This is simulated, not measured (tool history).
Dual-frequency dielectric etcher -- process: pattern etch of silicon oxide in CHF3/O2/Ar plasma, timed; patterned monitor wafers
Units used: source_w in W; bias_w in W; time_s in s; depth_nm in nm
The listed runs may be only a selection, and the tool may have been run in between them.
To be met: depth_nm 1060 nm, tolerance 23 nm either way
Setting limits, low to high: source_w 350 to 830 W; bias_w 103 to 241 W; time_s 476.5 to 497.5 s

{"run": 1, "day": 0.0, "source_w": 590, "bias_w": 172, "time_s": 476.5, "depth_nm": 957.05}
{"run": 2, "day": 0.071, "source_w": 590, "bias_w": 192, "time_s": 476.5, "depth_nm": 995.14}
{"run": 3, "day": 0.204, "source_w": 500, "bias_w": 192, "time_s": 476.5, "depth_nm": 890.65}
{"run": 4, "day": 0.562, "source_w": 550, "bias_w": 194, "time_s": 477, "depth_nm": 953.74}
{"run": 5, "day": 0.896, "source_w": 580, "bias_w": 195, "time_s": 477, "depth_nm": 991.44}
{"run": 6, "day": 1.238, "source_w": 480, "bias_w": 195, "time_s": 477, "depth_nm": 874.18}
{"run": 7, "day": 1.458, "source_w": 530, "bias_w": 197, "time_s": 477, "depth_nm": 941.84}
{"run": 8, "day": 1.525, "source_w": 560, "bias_w": 198, "time_s": 477, "depth_nm": 972.53}
{"run": 9, "day": 1.662, "source_w": 580, "bias_w": 199, "time_s": 477, "depth_nm": 991.71}
{"run": 10, "day": 1.967, "source_w": 670, "bias_w": 205, "time_s": 477.5, "depth_nm": 1086.3}

Which one of the following 4 next-run settings gets every result inside its allowed miss? There is exactly one.
{"run": "A", "day": 2.271, "source_w": 700, "bias_w": 212, "time_s": 487.5, "depth_nm": "?"}
{"run": "B", "day": 2.271, "source_w": 670, "bias_w": 202, "time_s": 489, "depth_nm": "?"}
{"run": "C", "day": 2.271, "source_w": 650, "bias_w": 196, "time_s": 483.5, "depth_nm": "?"}
{"run": "D", "day": 2.271, "source_w": 620, "bias_w": 215, "time_s": 497.5, "depth_nm": "?"}

move=A depth_nm=1155.9
move=B depth_nm=1115.7
move=C depth_nm=1075
move=D depth_nm=1108.1
A: further off than the last run
B: further off than the last run
C: all results in spec
D: further off than the last run
C meets every target.
